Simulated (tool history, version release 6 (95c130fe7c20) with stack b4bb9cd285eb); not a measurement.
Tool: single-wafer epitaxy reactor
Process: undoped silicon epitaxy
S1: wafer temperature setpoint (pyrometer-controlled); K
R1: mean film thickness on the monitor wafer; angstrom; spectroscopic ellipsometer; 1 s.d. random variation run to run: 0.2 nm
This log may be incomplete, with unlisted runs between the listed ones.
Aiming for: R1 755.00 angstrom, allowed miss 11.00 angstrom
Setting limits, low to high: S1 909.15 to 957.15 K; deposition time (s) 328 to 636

run 1 hour=0.0 | S1=933.15 deposition_time_(s)=482 | R1=907.50
run 2 hour=2.4 | S1=933.15 deposition_time_(s)=526 | R1=990.39
run 3 hour=8.0 | S1=931.15 deposition_time_(s)=526 | R1=955.97
run 4 hour=16.2 | S1=935.15 deposition_time_(s)=526 | R1=1030.00
run 5 hour=24.7 | S1=933.15 deposition_time_(s)=526 | R1=988.12
run 6 hour=28.8 | S1=931.15 deposition_time_(s)=526 | R1=954.97
run 7 hour=37.6 | S1=929.15 deposition_time_(s)=526 | R1=915.70
-- hour=40.0 pyrometer calibrated
run 8 hour=40.0 | S1=927.15 deposition_time_(s)=526 | R1=985.80
run 9 hour=48.7 | S1=915.15 deposition_time_(s)=449 | R1=665.62
run 10 hour=50.3 | S1=916.15 deposition_time_(s)=449 | R1=678.67

Consider the 4 candidate settings below. Which is the only one whose results all fall within their allowed miss of target?
run A hour=51.9 | S1=913.15 deposition_time_(s)=526 | R1=?
run B hour=51.9 | S1=920.15 deposition_time_(s)=440 | R1=?
run C hour=51.9 | S1=920.15 deposition_time_(s)=442 | R1=?
run D hour=51.9 | S1=922.15 deposition_time_(s)=435 | R1=?

move=A R1=751.14
move=B R1=719.54
move=C R1=722.81
move=D R1=739.20
A: all results land within tolerance of their targets
B: nearer the targets than the last run, but a result is still out of spec
C: nearer the targets than the last run, but a result is still out of spec
D: nearer the targets than the last run, but a result is still out of spec
A is the move that brings every result within its allowed miss.
